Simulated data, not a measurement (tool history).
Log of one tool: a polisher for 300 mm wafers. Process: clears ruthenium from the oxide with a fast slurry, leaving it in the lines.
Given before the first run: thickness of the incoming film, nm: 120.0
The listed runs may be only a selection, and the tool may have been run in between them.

run	day	flow of slurry (ml/min)	pressure of the wafer on the pad (psi)	speed of the pad under the wafer (cm/s)	abrasive content of the slurry	overpolish time after the end point (s)	time until the end point was called (s)	dishing of a wide line in a test structure (Å)
1	0	270	3.4	118	1	11	26.098	431.74
2	0.312	270	3.7	118	1	11	24.206	451.44
3	0.471	295	3.7	118	1	11	23.768	450.19
4	0.758	295	3.7	118	1.15	11	22.616	487.46
5	1.004	295	3.3	112	1.1	10	26.46	384.96
6	1.038	295	3.3	112	1	10	27.941	368.76

Run 7, settings as shown, results not yet in. Your forecast:
7	1.262	295	2.3	108	1	6	?	?

{"run 7": {"time until the end point was called (s)": 41.049, "dishing of a wide line in a test structure (Å)": 161.21}}
